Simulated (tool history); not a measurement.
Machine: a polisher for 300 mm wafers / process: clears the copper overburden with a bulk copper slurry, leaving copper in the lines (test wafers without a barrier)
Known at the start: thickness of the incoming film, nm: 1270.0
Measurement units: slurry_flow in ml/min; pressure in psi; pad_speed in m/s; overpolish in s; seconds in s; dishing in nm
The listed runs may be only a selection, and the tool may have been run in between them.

| run | hour | slurry_flow | pressure | pad_speed | slurry_solids | overpolish | seconds | dishing |
|---|---|---|---|---|---|---|---|---|
| 1 | 0 | 275 | 2.5 | 1.18 | 1 | 14 | 147.61 | 65.536 |
| 2 | 6.3 | 275 | 2.6 | 1.18 | 1 | 14 | 148.89 | 67.392 |
| 3 | 15.1 | 275 | 2.6 | 1.18 | 0.8 | 14 | 148.9 | 62.848 |
| 4 | 18 | 275 | 2.7 | 1.18 | 0.8 | 14 | 146.14 | 67.126 |
| 5 | 26.3 | 275 | 2.7 | 1.18 | 0.95 | 14 | 143.32 | 64.298 |
| 6 | 27.5 | 275 | 2.8 | 1.2 | 0.95 | 15 | 137.07 | 72.227 |
| 7 | 31 | 275 | 2.9 | 1.2 | 0.95 | 15 | 133.24 | 75.964 |
| 8 | 35.5 | 275 | 3 | 1.2 | 0.95 | 15 | 127.23 | 73.695 |

What will run 9 give?
| 9 | 41.1 | 275 | 3.1 | 1.2 | 0.95 | 15 | ? | ? |

For run 9 the tool returned seconds 119.59 s, dishing 76.409 nm.
